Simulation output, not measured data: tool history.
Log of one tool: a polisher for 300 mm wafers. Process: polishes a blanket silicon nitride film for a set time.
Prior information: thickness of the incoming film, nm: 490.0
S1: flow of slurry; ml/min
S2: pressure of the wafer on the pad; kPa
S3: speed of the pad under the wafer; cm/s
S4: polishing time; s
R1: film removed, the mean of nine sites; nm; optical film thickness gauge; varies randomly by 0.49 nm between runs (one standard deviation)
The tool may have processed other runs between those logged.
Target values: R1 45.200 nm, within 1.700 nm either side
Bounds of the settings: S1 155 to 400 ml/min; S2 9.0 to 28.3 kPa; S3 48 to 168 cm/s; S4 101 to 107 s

run  hour   S1    S2   S3   S4       R1
  1   0.0  255  18.6  108  101  120.280
  2   4.4  255  18.6   82  101   97.821
  3   9.0  255  18.6   68  101   83.800
  4  12.0  255  16.5   66  101   73.938
  5  13.5  255  16.5   66  107   77.159
  6  19.6  255  16.5   54  107   67.072
  7  22.4  255  15.2   54  107   60.177
  8  25.4  255  14.5   54  107   58.587
  9  28.3  255  13.8   54  107   57.018
 10  33.2  255  13.1   54  107   53.297
 11  38.9  255  10.3   52  107   40.730

5 next moves are on the table. One of them brings every result within its allowed miss. Which?
  A  44.6  205  10.3  54  105   ?
  B  44.6  175  10.3  70  107   ?
  C  44.6  275  11.7  56  107   ?
  D  44.6  175  10.3  56  103   ?
  E  44.6  350  11.0  58  101   ?

move      R1
   A  40.348
   B  50.060
   C  48.614
   D  40.311
   E  45.222
A: further off than the last run
B: pushes the last run's worst result past its target
C: pushes the last run's worst result past its target
D: further off than the last run
E: all results in spec
Go with E: it meets all targets.
